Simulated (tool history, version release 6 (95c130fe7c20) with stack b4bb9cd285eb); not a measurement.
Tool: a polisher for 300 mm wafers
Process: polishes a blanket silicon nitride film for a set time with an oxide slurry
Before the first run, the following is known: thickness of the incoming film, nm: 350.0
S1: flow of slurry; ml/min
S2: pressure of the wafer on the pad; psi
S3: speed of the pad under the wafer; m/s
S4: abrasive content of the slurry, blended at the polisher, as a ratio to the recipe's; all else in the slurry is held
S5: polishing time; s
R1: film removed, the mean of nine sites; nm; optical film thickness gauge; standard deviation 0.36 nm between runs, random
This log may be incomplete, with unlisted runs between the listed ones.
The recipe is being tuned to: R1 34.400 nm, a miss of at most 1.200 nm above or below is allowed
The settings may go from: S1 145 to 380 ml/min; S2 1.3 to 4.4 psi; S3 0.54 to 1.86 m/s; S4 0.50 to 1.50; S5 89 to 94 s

| run | hour | S1 | S2 | S3 | S4 | S5 | R1 |
|---|---|---|---|---|---|---|---|
| 1 | 0.0 | 245 | 2.8 | 1.18 | 1.00 | 89 | 45.839 |
| 2 | 8.2 | 245 | 2.6 | 1.18 | 1.00 | 89 | 42.487 |
| 3 | 13.2 | 245 | 2.6 | 1.38 | 1.00 | 89 | 46.559 |
| 4 | 18.7 | 245 | 2.4 | 1.38 | 1.00 | 89 | 43.719 |
| 5 | 25.7 | 245 | 2.2 | 1.38 | 1.00 | 89 | 40.253 |
| 6 | 32.6 | 245 | 2.1 | 1.38 | 1.00 | 89 | 39.672 |
| 7 | 39.2 | 245 | 2.1 | 1.38 | 1.00 | 89 | 39.615 |
| 8 | 42.6 | 245 | 2.0 | 1.38 | 1.00 | 89 | 37.148 |
| 9 | 45.6 | 245 | 1.9 | 1.38 | 1.00 | 89 | 36.467 |

Which of these 4 next moves meets every target?
| A | 48.6 | 180 | 1.9 | 1.30 | 0.75 | 94 | ? |
| B | 48.6 | 260 | 1.9 | 1.22 | 1.15 | 94 | ? |
| C | 48.6 | 245 | 1.7 | 1.38 | 0.85 | 93 | ? |
| D | 48.6 | 220 | 1.5 | 1.62 | 1.00 | 93 | ? |

| move | R1 |
|---|---|
| A | 32.151 |
| B | 38.269 |
| C | 32.592 |
| D | 34.719 |
A: the result that was furthest off in the last run now lies on the other side of its target
B: misses by more than the last run did
C: the result that was furthest off in the last run now lies on the other side of its target
D: hits every target within its allowed miss
D is the move that brings every result within its allowed miss.

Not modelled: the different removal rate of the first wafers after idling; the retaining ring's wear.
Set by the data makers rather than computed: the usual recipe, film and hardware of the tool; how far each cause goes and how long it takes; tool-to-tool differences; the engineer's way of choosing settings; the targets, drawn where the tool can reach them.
